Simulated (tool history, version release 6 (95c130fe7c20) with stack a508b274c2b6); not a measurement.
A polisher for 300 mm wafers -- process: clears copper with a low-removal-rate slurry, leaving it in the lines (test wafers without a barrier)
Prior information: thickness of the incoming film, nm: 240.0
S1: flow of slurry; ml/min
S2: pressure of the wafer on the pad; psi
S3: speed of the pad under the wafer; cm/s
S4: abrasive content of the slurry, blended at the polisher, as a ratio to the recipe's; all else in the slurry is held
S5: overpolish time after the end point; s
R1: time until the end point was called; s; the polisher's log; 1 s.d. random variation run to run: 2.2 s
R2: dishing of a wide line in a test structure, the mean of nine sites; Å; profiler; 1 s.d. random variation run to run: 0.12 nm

run 1 hour=0.0 | S1=220 S2=2.0 S3=94 S4=1.0 S5=12 | R1=125.36 R2=173.99
run 2 hour=2.5 | S1=220 S2=1.9 S3=94 S4=1.0 S5=11 | R1=126.18 R2=152.70
run 3 hour=8.8 | S1=220 S2=1.8 S3=94 S4=1.0 S5=11 | R1=130.64 R2=143.55
run 4 hour=10.6 | S1=180 S2=1.8 S3=94 S4=1.0 S5=11 | R1=136.57 R2=144.07
run 5 hour=13.8 | S1=180 S2=1.8 S3=94 S4=1.0 S5=13 | R1=137.46 R2=170.22
run 6 hour=21.3 | S1=180 S2=1.8 S3=94 S4=1.0 S5=10 | R1=136.27 R2=131.55
run 7 hour=23.6 | S1=180 S2=1.7 S3=94 S4=1.0 S5=10 | R1=144.39 R2=128.58

What will run 8 give?
run 8 hour=27.9 | S1=185 S2=1.6 S3=94 S4=1.0 S5=10 | R1=? R2=?

{"run 8": {"R1": 148.02, "R2": 119.89}}
